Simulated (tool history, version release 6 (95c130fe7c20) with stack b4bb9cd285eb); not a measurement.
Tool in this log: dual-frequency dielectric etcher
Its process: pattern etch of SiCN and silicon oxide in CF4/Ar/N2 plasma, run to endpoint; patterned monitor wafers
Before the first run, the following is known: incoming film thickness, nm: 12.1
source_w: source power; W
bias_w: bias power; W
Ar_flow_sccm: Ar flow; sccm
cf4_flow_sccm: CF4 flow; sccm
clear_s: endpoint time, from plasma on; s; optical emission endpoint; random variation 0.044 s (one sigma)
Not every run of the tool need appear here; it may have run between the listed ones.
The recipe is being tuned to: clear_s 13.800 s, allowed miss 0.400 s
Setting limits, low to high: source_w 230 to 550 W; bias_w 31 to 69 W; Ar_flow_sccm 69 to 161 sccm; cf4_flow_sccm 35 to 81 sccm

run  hour  source_w  bias_w  Ar_flow_sccm  cf4_flow_sccm  clear_s
  1   0.0       390      50           115             58   18.119
  2   4.8       360      50           115             58   19.671
  3   9.4       360      46           115             58   20.129
  4  11.3       330      46           115             58   22.335
  5  16.5       330      42           115             58   22.989
  6  25.1       300      42           115             58   25.784
  7  32.4       360      43           115             58   20.665
  8  39.8       400      44           115             58   18.199
  9  45.2       430      44           115             58   16.740
 10  49.6       450      44           115             58   16.067
 11  51.6       470      44           115             58   15.260
 12  60.4       480      44           115             58   14.881
 13  67.7       490      44           115             58   14.723
 14  75.6       500      44           115             58   14.273

Exactly one of the 4 candidate moves below puts every result within its allowed miss. Which one?
  A  83.5       530      33           132             50        ?
  B  83.5       500      40           114             60        ?
  C  83.5       460      40           105             70        ?
  D  83.5       520      44           120             58        ?

move  clear_s
   A   15.474
   B   14.550
   C   15.183
   D   13.822
A: lands further from the targets than the last run did
B: lands further from the targets than the last run did
C: lands further from the targets than the last run did
D: every result within its allowed miss
D meets every target.
